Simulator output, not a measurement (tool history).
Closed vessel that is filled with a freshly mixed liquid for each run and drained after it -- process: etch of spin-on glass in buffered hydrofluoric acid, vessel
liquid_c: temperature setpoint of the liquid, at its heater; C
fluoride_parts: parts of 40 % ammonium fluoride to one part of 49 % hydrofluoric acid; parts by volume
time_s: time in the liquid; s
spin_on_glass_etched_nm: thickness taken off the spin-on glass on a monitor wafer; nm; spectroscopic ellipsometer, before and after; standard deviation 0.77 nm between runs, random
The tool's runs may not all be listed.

| run | day | liquid_c | fluoride_parts | time_s | spin_on_glass_etched_nm |
|---|---|---|---|---|---|
| 1 | 0 | 23 | 18.5 | 85 | 97.636 |
| 2 | 0.104 | 26 | 18.5 | 85 | 115.62 |
| 3 | 0.471 | 26.5 | 18.5 | 85 | 118.18 |
| 4 | 0.642 | 27 | 18.5 | 85 | 120.82 |
| 5 | 0.825 | 27.5 | 18.5 | 85 | 123.91 |
| 6 | 0.95 | 27.5 | 23.5 | 85 | 105.38 |
|  | 1.025 | hydrofluoric acid flow meter replaced |
| 7 | 1.025 | 28 | 23.5 | 85 | 112.83 |
| 8 | 1.092 | 28.5 | 23.5 | 85 | 115.86 |

Forecast run 9:
| 9 | 1.283 | 29 | 23.5 | 85 | ? |

Run 9 produced spin_on_glass_etched_nm 119.37 nm.
